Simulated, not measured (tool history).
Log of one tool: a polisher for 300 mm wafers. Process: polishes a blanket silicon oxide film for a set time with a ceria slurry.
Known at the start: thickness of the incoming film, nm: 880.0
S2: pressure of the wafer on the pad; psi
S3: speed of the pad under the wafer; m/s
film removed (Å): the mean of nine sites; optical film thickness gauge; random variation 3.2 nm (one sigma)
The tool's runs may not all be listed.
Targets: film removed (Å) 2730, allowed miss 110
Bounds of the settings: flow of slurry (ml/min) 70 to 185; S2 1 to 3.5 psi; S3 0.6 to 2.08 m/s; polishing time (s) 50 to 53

run 1 hour=0 | flow_of_slurry_(ml/min)=120 S2=2.2 S3=1.34 polishing_time_(s)=50 | film_removed_(Å)=1783.3
run 2 hour=0.7 | flow_of_slurry_(ml/min)=120 S2=2.3 S3=1.34 polishing_time_(s)=50 | film_removed_(Å)=1859.6
run 3 hour=4.3 | flow_of_slurry_(ml/min)=120 S2=2.4 S3=1.34 polishing_time_(s)=50 | film_removed_(Å)=1960.2
run 4 hour=11.9 | flow_of_slurry_(ml/min)=120 S2=2.5 S3=1.34 polishing_time_(s)=50 | film_removed_(Å)=1956.2
run 5 hour=19.4 | flow_of_slurry_(ml/min)=140 S2=2.5 S3=1.34 polishing_time_(s)=50 | film_removed_(Å)=2093.2
run 6 hour=23 | flow_of_slurry_(ml/min)=140 S2=2.6 S3=1.34 polishing_time_(s)=50 | film_removed_(Å)=2137.3
run 7 hour=25.5 | flow_of_slurry_(ml/min)=140 S2=2.7 S3=1.34 polishing_time_(s)=50 | film_removed_(Å)=2286.2
run 8 hour=27.9 | flow_of_slurry_(ml/min)=150 S2=2.9 S3=1.34 polishing_time_(s)=50 | film_removed_(Å)=2473.6
run 9 hour=29.8 | flow_of_slurry_(ml/min)=155 S2=3 S3=1.34 polishing_time_(s)=50 | film_removed_(Å)=2490.5
run 10 hour=30.7 | flow_of_slurry_(ml/min)=155 S2=3.1 S3=1.34 polishing_time_(s)=50 | film_removed_(Å)=2616.8

5 next moves are on the table. One of them brings every result within its allowed miss. Which?
run A hour=31.6 | flow_of_slurry_(ml/min)=160 S2=2.3 S3=1.76 polishing_time_(s)=50 | film_removed_(Å)=?
run B hour=31.6 | flow_of_slurry_(ml/min)=160 S2=3.3 S3=1.1 polishing_time_(s)=53 | film_removed_(Å)=?
run C hour=31.6 | flow_of_slurry_(ml/min)=150 S2=3.3 S3=1.34 polishing_time_(s)=50 | film_removed_(Å)=?
run D hour=31.6 | flow_of_slurry_(ml/min)=155 S2=3 S3=1.28 polishing_time_(s)=51 | film_removed_(Å)=?
run E hour=31.6 | flow_of_slurry_(ml/min)=145 S2=3.2 S3=1.38 polishing_time_(s)=53 | film_removed_(Å)=?

move=A film_removed_(Å)=2524.3
move=B film_removed_(Å)=2411.4
move=C film_removed_(Å)=2724.5
move=D film_removed_(Å)=2434.6
move=E film_removed_(Å)=2866.9
A: further off than the last run
B: further off than the last run
C: meets every target
D: further off than the last run
E: takes the result that was furthest off past its target
Move C is the one to make.
